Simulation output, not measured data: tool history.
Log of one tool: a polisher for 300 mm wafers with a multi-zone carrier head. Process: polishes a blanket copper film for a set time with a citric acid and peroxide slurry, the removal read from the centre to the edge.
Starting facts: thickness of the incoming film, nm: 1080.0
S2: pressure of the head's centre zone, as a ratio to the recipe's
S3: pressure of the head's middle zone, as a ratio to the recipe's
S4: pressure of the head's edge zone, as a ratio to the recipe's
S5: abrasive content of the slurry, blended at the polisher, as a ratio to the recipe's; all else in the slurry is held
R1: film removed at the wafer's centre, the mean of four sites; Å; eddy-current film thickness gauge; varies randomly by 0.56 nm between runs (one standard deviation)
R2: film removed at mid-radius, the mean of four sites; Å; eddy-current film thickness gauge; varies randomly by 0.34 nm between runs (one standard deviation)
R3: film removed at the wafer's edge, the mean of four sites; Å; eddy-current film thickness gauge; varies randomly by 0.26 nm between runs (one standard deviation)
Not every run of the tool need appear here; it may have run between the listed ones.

{"run": 1, "day": 0.0, "flow of slurry (ml/min)": 200, "S2": 1, "S3": 1, "S4": 1, "S5": 1, "polishing time (s)": 56, "R1": 790.67, "R2": 781.69, "R3": 792.05}
{"run": 2, "day": 0.367, "flow of slurry (ml/min)": 190, "S2": 0.99, "S3": 0.95, "S4": 0.96, "S5": 0.85, "polishing time (s)": 48, "R1": 628.09, "R2": 607.06, "R3": 627.79}
{"run": 3, "day": 0.704, "flow of slurry (ml/min)": 190, "S2": 0.99, "S3": 0.9, "S4": 0.96, "S5": 0.85, "polishing time (s)": 48, "R1": 628.95, "R2": 596.58, "R3": 623.3}
{"run": 4, "day": 0.779, "flow of slurry (ml/min)": 175, "S2": 1, "S3": 0.87, "S4": 0.96, "S5": 0.75, "polishing time (s)": 43, "R1": 529.17, "R2": 491.86, "R3": 531.94}
{"run": 5, "day": 1.146, "flow of slurry (ml/min)": 175, "S2": 1, "S3": 0.87, "S4": 0.96, "S5": 0.75, "polishing time (s)": 51, "R1": 621.93, "R2": 571.4, "R3": 618.01}
{"run": 6, "day": 1.471, "flow of slurry (ml/min)": 160, "S2": 1.01, "S3": 0.85, "S4": 0.94, "S5": 0.7, "polishing time (s)": 46, "R1": 543.49, "R2": 495.73, "R3": 540.89}
{"run": 7, "day": 1.55, "flow of slurry (ml/min)": 150, "S2": 1.02, "S3": 0.84, "S4": 0.93, "S5": 0.65, "polishing time (s)": 43, "R1": 515.83, "R2": 443.01, "R3": 487.65}
{"run": 8, "day": 1.921, "flow of slurry (ml/min)": 145, "S2": 1.01, "S3": 0.83, "S4": 0.92, "S5": 0.6, "polishing time (s)": 41, "R1": 462.17, "R2": 407.2, "R3": 445.24}
{"run": 9, "day": 2.088, "flow of slurry (ml/min)": 140, "S2": 1.01, "S3": 0.82, "S4": 0.92, "S5": 0.55, "polishing time (s)": 40, "R1": 417.48, "R2": 370.69, "R3": 418.63}
{"run": 10, "day": 2.304, "flow of slurry (ml/min)": 135, "S2": 1.01, "S3": 0.82, "S4": 0.9, "S5": 0.55, "polishing time (s)": 40, "R1": 433.2, "R2": 373.98, "R3": 406.85}

Run 11 comes next. What will it give?
{"run": 11, "day": 2.358, "flow of slurry (ml/min)": 130, "S2": 1.01, "S3": 0.82, "S4": 0.9, "S5": 0.55, "polishing time (s)": 40, "R1": "?", "R2": "?", "R3": "?"}

R1: 415.65 Å
R2: 368.92 Å
R3: 407.67 Å
